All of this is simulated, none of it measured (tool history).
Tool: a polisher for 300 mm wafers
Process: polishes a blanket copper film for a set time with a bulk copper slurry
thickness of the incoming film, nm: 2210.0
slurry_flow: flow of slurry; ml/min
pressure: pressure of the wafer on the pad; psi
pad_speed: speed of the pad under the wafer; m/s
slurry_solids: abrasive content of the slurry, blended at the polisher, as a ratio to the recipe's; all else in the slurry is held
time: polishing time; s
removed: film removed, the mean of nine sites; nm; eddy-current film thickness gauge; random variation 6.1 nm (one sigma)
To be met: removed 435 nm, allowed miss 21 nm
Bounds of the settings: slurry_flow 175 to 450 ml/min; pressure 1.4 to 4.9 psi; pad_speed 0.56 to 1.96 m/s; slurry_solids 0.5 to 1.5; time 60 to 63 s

{"run": 1, "hour": 0.0, "slurry_flow": 290, "pressure": 3.1, "pad_speed": 1.26, "slurry_solids": 1, "time": 60, "removed": 835.1}
{"run": 2, "hour": 4.8, "slurry_flow": 290, "pressure": 2.8, "pad_speed": 1.22, "slurry_solids": 1, "time": 60, "removed": 739.4}
{"run": 3, "hour": 6.0, "slurry_flow": 240, "pressure": 2.8, "pad_speed": 1.22, "slurry_solids": 1, "time": 60, "removed": 727.69}
{"run": 4, "hour": 7.9, "slurry_flow": 240, "pressure": 2.8, "pad_speed": 1.22, "slurry_solids": 0.8, "time": 60, "removed": 720.8}
{"run": 5, "hour": 11.6, "slurry_flow": 240, "pressure": 2.8, "pad_speed": 1.22, "slurry_solids": 0.95, "time": 60, "removed": 715.17}
{"run": 6, "hour": 17.8, "slurry_flow": 240, "pressure": 2.8, "pad_speed": 1.22, "slurry_solids": 0.8, "time": 60, "removed": 702.16}
{"run": 7, "hour": 21.0, "slurry_flow": 240, "pressure": 2.5, "pad_speed": 1.2, "slurry_solids": 0.8, "time": 60, "removed": 615.82}
{"run": 8, "hour": 21.8, "slurry_flow": 240, "pressure": 2.5, "pad_speed": 1.2, "slurry_solids": 0.8, "time": 60, "removed": 617.82}
{"run": 9, "hour": 23.7, "slurry_flow": 240, "pressure": 2.3, "pad_speed": 1.2, "slurry_solids": 0.8, "time": 60, "removed": 582.76}
{"run": 10, "hour": 26.4, "slurry_flow": 240, "pressure": 2.1, "pad_speed": 1.2, "slurry_solids": 0.8, "time": 60, "removed": 514.63}
{"run": 11, "hour": 31.7, "slurry_flow": 240, "pressure": 2, "pad_speed": 1.2, "slurry_solids": 0.8, "time": 60, "removed": 500.83}
{"run": 12, "hour": 33.6, "slurry_flow": 240, "pressure": 1.9, "pad_speed": 1.2, "slurry_solids": 0.8, "time": 60, "removed": 483.43}

Which of these 5 next moves meets every target?
{"run": "A", "hour": 35.5, "slurry_flow": 350, "pressure": 1.6, "pad_speed": 1.12, "slurry_solids": 0.85, "time": 60, "removed": "?"}
{"run": "B", "hour": 35.5, "slurry_flow": 230, "pressure": 1.8, "pad_speed": 1.18, "slurry_solids": 0.75, "time": 60, "removed": "?"}
{"run": "C", "hour": 35.5, "slurry_flow": 225, "pressure": 2.3, "pad_speed": 1.18, "slurry_solids": 0.8, "time": 61, "removed": "?"}
{"run": "D", "hour": 35.5, "slurry_flow": 250, "pressure": 1.7, "pad_speed": 1.06, "slurry_solids": 0.75, "time": 61, "removed": "?"}
{"run": "E", "hour": 35.5, "slurry_flow": 180, "pressure": 2.4, "pad_speed": 1.26, "slurry_solids": 0.65, "time": 63, "removed": "?"}

move=A removed=395.75
move=B removed=438.13
move=C removed=569.5
move=D removed=390.01
move=E removed=610.45
A: takes the result that was furthest off past its target
B: meets every target
C: further off than the last run
D: takes the result that was furthest off past its target
E: further off than the last run
The right move is B.
